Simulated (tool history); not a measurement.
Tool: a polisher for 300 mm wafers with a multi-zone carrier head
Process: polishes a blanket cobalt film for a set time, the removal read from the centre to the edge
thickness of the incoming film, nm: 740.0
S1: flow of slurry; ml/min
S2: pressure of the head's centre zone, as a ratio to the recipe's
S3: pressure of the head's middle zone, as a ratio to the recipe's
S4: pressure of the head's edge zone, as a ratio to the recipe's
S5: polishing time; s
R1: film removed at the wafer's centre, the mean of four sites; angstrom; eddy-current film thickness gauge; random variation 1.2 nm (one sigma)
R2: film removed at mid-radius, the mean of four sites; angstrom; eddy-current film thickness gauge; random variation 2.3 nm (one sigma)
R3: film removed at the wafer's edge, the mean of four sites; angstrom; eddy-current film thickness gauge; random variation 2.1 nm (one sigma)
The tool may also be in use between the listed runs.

run 1 day=0.000 | S1=265 S2=1.00 S3=1.00 S4=1.00 S5=54 | R1=2382.9 R2=2318.2 R3=2433.3
run 2 day=0.254 | S1=255 S2=0.96 S3=0.98 S4=0.99 S5=52 | R1=2237.0 R2=2276.7 R3=2351.6
run 3 day=0.458 | S1=250 S2=0.93 S3=0.95 S4=1.01 S5=49 | R1=1991.1 R2=2029.5 R3=2174.7
run 4 day=0.633 | S1=245 S2=0.90 S3=0.93 S4=1.02 S5=49 | R1=1933.8 R2=2006.0 R3=2222.5
run 5 day=0.896 | S1=240 S2=0.88 S3=0.92 S4=1.01 S5=48 | R1=1856.3 R2=1943.0 R3=2184.7
run 6 day=1.033 | S1=240 S2=0.93 S3=0.92 S4=1.01 S5=48 | R1=1954.7 R2=1952.0 R3=2142.2
run 7 day=1.221 | S1=235 S2=0.90 S3=0.91 S4=1.01 S5=47 | R1=1862.6 R2=1879.1 R3=2119.6
run 8 day=1.471 | S1=230 S2=0.88 S3=0.91 S4=1.00 S5=47 | R1=1799.4 R2=1920.5 R3=2152.1
run 9 day=1.512 | S1=230 S2=0.87 S3=0.91 S4=1.00 S5=46 | R1=1732.8 R2=1868.7 R3=2049.8

The next listed run, before its measurement:
run 10 day=1.775 | S1=220 S2=0.86 S3=0.90 S4=1.00 S5=46 | R1=? R2=? R3=?

{"run 10": {"R1": 1695.4, "R2": 1788.9, "R3": 2052.9}}

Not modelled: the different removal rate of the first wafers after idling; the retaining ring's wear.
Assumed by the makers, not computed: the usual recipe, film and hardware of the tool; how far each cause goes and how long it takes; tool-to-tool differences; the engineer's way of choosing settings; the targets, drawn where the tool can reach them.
